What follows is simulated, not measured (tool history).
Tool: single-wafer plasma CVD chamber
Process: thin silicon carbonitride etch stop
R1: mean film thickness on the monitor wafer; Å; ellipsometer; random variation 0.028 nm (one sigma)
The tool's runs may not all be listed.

{"run": 1, "hour": 0.0, "RF power (kW)": 0.27, "deposition time (s)": 12.7, "R1": 76.351}
{"run": 2, "hour": 1.4, "RF power (kW)": 0.255, "deposition time (s)": 12.5, "R1": 73.989}
{"run": 3, "hour": 3.1, "RF power (kW)": 0.245, "deposition time (s)": 12.3, "R1": 71.47}
{"run": 4, "hour": 5.5, "RF power (kW)": 0.235, "deposition time (s)": 12.3, "R1": 70.078}
{"run": 5, "hour": 11.7, "RF power (kW)": 0.225, "deposition time (s)": 12.3, "R1": 69.371}
{"run": 6, "hour": 15.7, "RF power (kW)": 0.225, "deposition time (s)": 13.9, "R1": 78.189}
{"run": 7, "hour": 17.7, "RF power (kW)": 0.215, "deposition time (s)": 13.5, "R1": 74.794}
{"run": 8, "hour": 24.8, "RF power (kW)": 0.21, "deposition time (s)": 13.2, "R1": 72.462}
{"run": 9, "hour": 30.1, "RF power (kW)": 0.205, "deposition time (s)": 13, "R1": 71.85}

Run 10 comes next. What will it give?
{"run": 10, "hour": 34.4, "RF power (kW)": 0.2, "deposition time (s)": 12.8, "R1": "?"}

Run 10 gave R1 69.296 Å.

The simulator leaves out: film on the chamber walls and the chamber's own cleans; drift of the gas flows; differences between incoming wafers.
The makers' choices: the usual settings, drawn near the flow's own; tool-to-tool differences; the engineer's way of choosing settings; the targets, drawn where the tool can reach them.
